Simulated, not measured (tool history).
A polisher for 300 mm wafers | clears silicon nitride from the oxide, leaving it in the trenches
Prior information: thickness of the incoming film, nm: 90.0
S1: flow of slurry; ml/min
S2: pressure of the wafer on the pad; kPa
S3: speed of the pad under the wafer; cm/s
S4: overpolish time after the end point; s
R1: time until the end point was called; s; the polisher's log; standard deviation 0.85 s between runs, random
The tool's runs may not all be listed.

run    day   S1    S2   S3  S4      R1
  1  0.000  135  22.1  122  10  65.265
  2  0.121  135  22.8  122  10  66.333
  3  0.400  135  22.8  122   8  65.017
  4  0.733  115  22.8  122   8  66.256
  5  1.000   85  22.8  122   8  73.294
  6  1.200   80  22.8  122   8  75.900
  7  1.304   95  23.4  122   8  68.197

Expected results for the next run?
  8  1.575  105  24.1  122   8   ?

R1: 63.469 s
